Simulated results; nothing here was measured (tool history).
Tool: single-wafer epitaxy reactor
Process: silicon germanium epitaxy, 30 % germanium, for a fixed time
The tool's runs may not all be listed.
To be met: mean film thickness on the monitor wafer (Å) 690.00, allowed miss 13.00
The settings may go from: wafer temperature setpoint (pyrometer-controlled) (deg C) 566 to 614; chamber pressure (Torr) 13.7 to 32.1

run,hour,wafer temperature setpoint (pyrometer-controlled) (deg C),chamber pressure (Torr),mean film thickness on the monitor wafer (Å)
1,0.0,590,22.9,502.55
2,4.0,600,22.9,619.88
3,5.4,601,22.9,640.79
4,9.2,594,22.9,553.31
5,17.0,594,25.5,580.59
6,18.8,596,25.5,602.86
7,20.4,598,25.5,634.06
8,29.4,599,25.5,643.58

Which of these 5 next moves meets every target?
A,38.4,599,29.8,?
B,38.4,601,24.9,?
C,38.4,603,26.5,?
D,38.4,600,25.5,?
E,38.4,593,27.2,?

move,mean film thickness on the monitor wafer (Å)
A,692.08
B,664.71
C,712.84
D,658.25
E,585.52
A: meets every target
B: nearer than the last run, and not there yet
C: takes the result that was furthest off past its target
D: nearer than the last run, and not there yet
E: further off than the last run
Answer: A

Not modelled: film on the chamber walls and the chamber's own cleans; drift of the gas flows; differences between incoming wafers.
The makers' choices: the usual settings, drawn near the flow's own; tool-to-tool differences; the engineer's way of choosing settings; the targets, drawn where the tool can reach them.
